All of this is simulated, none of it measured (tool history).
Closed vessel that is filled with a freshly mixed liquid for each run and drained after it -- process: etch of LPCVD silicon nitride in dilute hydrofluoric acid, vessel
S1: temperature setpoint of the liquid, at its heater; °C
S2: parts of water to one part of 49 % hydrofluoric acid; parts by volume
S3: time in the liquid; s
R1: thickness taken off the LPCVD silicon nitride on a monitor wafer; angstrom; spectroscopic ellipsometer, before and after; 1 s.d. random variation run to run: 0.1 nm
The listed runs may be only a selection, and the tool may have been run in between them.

run,day,S1,S2,S3,R1
1,0,25,280,3075,47.411
2,0.279,25,245,3075,52.883
3,0.475,27,245,3075,61.215
4,0.504,27,320,3075,46.427
5,0.833,28,320,3075,49.334
6,1.142,29,300,3080,56.379
7,1.192,29.5,280,3085,61.728
8,1.283,30,265,3085,66.485

What will run 9 give?
9,1.512,30.5,250,3085,?

{"run 9": {"R1": 73.965}}

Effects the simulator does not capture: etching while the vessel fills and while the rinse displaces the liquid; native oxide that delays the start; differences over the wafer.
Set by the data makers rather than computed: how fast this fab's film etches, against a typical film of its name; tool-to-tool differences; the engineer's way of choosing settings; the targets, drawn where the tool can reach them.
